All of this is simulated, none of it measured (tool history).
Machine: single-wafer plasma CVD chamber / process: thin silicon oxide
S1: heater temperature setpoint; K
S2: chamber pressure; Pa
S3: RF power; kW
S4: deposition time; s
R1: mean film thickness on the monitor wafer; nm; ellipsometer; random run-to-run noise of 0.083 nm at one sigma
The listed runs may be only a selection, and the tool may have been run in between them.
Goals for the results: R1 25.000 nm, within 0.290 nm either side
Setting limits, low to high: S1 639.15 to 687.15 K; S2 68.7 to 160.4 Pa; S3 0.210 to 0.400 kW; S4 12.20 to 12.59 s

run,hour,S1,S2,S3,S4,R1
1,0.0,663.15,114.5,0.305,12.20,23.396
2,3.9,663.15,115.7,0.305,12.20,23.351
3,5.4,663.15,115.7,0.265,12.20,21.509
4,10.1,659.15,115.7,0.265,12.20,21.591
5,17.3,659.15,115.7,0.265,12.20,21.580
6,20.6,659.15,115.7,0.225,12.20,19.070
7,23.3,659.15,120.7,0.225,12.20,19.676
# hour 25.6: thermocouple changed; heater temperature recalibrated
8,25.6,659.15,126.1,0.225,12.20,20.579
9,27.2,659.15,130.1,0.225,12.20,21.099
10,35.3,659.15,133.7,0.225,12.20,21.582
11,42.8,659.15,136.9,0.225,12.20,21.844
12,44.4,659.15,159.9,0.225,12.20,24.314
13,47.2,659.15,160.0,0.225,12.20,24.263

Which of these 5 next moves meets every target?
A,50.0,657.15,154.5,0.225,12.49,?
B,50.0,657.15,145.3,0.235,12.59,?
C,50.0,658.15,151.1,0.225,12.20,?
D,50.0,666.15,159.7,0.225,12.59,?
E,50.0,647.15,144.9,0.230,12.28,?

move,R1
A,24.424
B,24.482
C,23.483
D,24.997
E,23.605
A: gains on the last run, yet a result remains outside its allowed miss
B: gains on the last run, yet a result remains outside its allowed miss
C: misses by more than the last run did
D: all results land within tolerance of their targets
E: misses by more than the last run did
Correct choice: D, which meets every target
